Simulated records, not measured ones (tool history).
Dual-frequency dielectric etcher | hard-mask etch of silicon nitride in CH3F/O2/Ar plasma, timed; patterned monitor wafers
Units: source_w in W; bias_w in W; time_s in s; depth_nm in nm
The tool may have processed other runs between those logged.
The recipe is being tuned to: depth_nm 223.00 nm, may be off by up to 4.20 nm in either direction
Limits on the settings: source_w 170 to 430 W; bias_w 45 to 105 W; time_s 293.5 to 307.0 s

run	day	source_w	bias_w	time_s	depth_nm
1	0.000	300	75	293.5	200.33
2	0.296	250	75	293.5	183.91
3	0.458	270	76	293.5	191.86
4	0.529	290	77	293.5	200.92
5	0.892	290	65	293.5	181.39
# day 1.167: source power generator calibrated
6	1.167	250	65	293.5	165.00
7	1.325	310	69	294.0	190.28
8	1.467	330	69	294.0	195.34
9	1.812	350	69	294.0	200.84
10	2.167	360	69	294.0	203.52
11	2.417	370	69	294.0	205.38
12	2.554	430	74	295.0	228.66

Which of these 5 next moves meets every target?
A	2.692	430	72	304.5	?
B	2.692	430	67	305.0	?
C	2.692	430	65	295.5	?
D	2.692	430	71	305.0	?
E	2.692	430	72	303.5	?

move	depth_nm
A	232.12
B	223.30
C	212.65
D	230.70
E	231.36
A: its largest miss is bigger than the last run's
B: hits every target within its allowed miss
C: the result that was furthest off in the last run now lies on the other side of its target
D: its largest miss is bigger than the last run's
E: its largest miss is bigger than the last run's
Answer: B
